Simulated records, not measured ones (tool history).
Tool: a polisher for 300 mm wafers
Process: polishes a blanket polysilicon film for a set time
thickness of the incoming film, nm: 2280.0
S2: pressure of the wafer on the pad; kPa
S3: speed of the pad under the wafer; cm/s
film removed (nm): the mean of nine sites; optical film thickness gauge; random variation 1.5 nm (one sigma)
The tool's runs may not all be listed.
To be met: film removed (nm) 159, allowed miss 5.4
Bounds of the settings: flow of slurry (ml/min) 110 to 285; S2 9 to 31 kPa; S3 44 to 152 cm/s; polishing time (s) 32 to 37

{"run": 1, "hour": 0.0, "flow of slurry (ml/min)": 180, "S2": 20, "S3": 98, "polishing time (s)": 37, "film removed (nm)": 245.85}
{"run": 2, "hour": 4.6, "flow of slurry (ml/min)": 180, "S2": 18.6, "S3": 98, "polishing time (s)": 37, "film removed (nm)": 229.24}
{"run": 3, "hour": 9.5, "flow of slurry (ml/min)": 180, "S2": 17.9, "S3": 98, "polishing time (s)": 37, "film removed (nm)": 219.62}
{"run": 4, "hour": 17.2, "flow of slurry (ml/min)": 180, "S2": 17.9, "S3": 112, "polishing time (s)": 37, "film removed (nm)": 251.72}
{"run": 5, "hour": 25.6, "flow of slurry (ml/min)": 180, "S2": 14.5, "S3": 112, "polishing time (s)": 37, "film removed (nm)": 202.21}
{"run": 6, "hour": 27.2, "flow of slurry (ml/min)": 180, "S2": 13.8, "S3": 112, "polishing time (s)": 37, "film removed (nm)": 195.03}
{"run": 7, "hour": 34.0, "flow of slurry (ml/min)": 180, "S2": 13.1, "S3": 112, "polishing time (s)": 37, "film removed (nm)": 186.41}
{"run": 8, "hour": 39.4, "flow of slurry (ml/min)": 165, "S2": 9.7, "S3": 112, "polishing time (s)": 37, "film removed (nm)": 134.48}
{"run": 9, "hour": 47.1, "flow of slurry (ml/min)": 165, "S2": 9.7, "S3": 112, "polishing time (s)": 37, "film removed (nm)": 135.63}
{"run": 10, "hour": 50.4, "flow of slurry (ml/min)": 170, "S2": 9.7, "S3": 112, "polishing time (s)": 37, "film removed (nm)": 137.43}
{"run": 11, "hour": 58.2, "flow of slurry (ml/min)": 170, "S2": 9.7, "S3": 112, "polishing time (s)": 37, "film removed (nm)": 139.24}
{"run": 12, "hour": 67.1, "flow of slurry (ml/min)": 175, "S2": 9.7, "S3": 112, "polishing time (s)": 37, "film removed (nm)": 136.41}
{"run": 13, "hour": 74.6, "flow of slurry (ml/min)": 180, "S2": 9.7, "S3": 112, "polishing time (s)": 37, "film removed (nm)": 136.04}
{"run": 14, "hour": 75.3, "flow of slurry (ml/min)": 180, "S2": 9.7, "S3": 112, "polishing time (s)": 37, "film removed (nm)": 138.13}
{"run": 15, "hour": 78.5, "flow of slurry (ml/min)": 185, "S2": 9.7, "S3": 112, "polishing time (s)": 37, "film removed (nm)": 139.83}
{"run": 16, "hour": 80.7, "flow of slurry (ml/min)": 190, "S2": 9.7, "S3": 112, "polishing time (s)": 37, "film removed (nm)": 139.66}
{"run": 17, "hour": 85.5, "flow of slurry (ml/min)": 195, "S2": 9.7, "S3": 112, "polishing time (s)": 37, "film removed (nm)": 143.05}
{"run": 18, "hour": 92.1, "flow of slurry (ml/min)": 200, "S2": 9.7, "S3": 112, "polishing time (s)": 37, "film removed (nm)": 137.27}

Which of these 5 next moves meets every target?
{"run": "A", "hour": 98.7, "flow of slurry (ml/min)": 220, "S2": 12.4, "S3": 106, "polishing time (s)": 37, "film removed (nm)": "?"}
{"run": "B", "hour": 98.7, "flow of slurry (ml/min)": 205, "S2": 11.7, "S3": 114, "polishing time (s)": 37, "film removed (nm)": "?"}
{"run": "C", "hour": 98.7, "flow of slurry (ml/min)": 250, "S2": 10.3, "S3": 136, "polishing time (s)": 36, "film removed (nm)": "?"}
{"run": "D", "hour": 98.7, "flow of slurry (ml/min)": 125, "S2": 11.7, "S3": 84, "polishing time (s)": 37, "film removed (nm)": "?"}
{"run": "E", "hour": 98.7, "flow of slurry (ml/min)": 210, "S2": 12.4, "S3": 104, "polishing time (s)": 35, "film removed (nm)": "?"}

move=A film_removed_(nm)=172.7
move=B film_removed_(nm)=173.29
move=C film_removed_(nm)=180.96
move=D film_removed_(nm)=121.87
move=E film_removed_(nm)=159.57
A: takes the result that was furthest off past its target
B: takes the result that was furthest off past its target
C: takes the result that was furthest off past its target
D: further off than the last run
E: meets every target
Move E is the one to make.
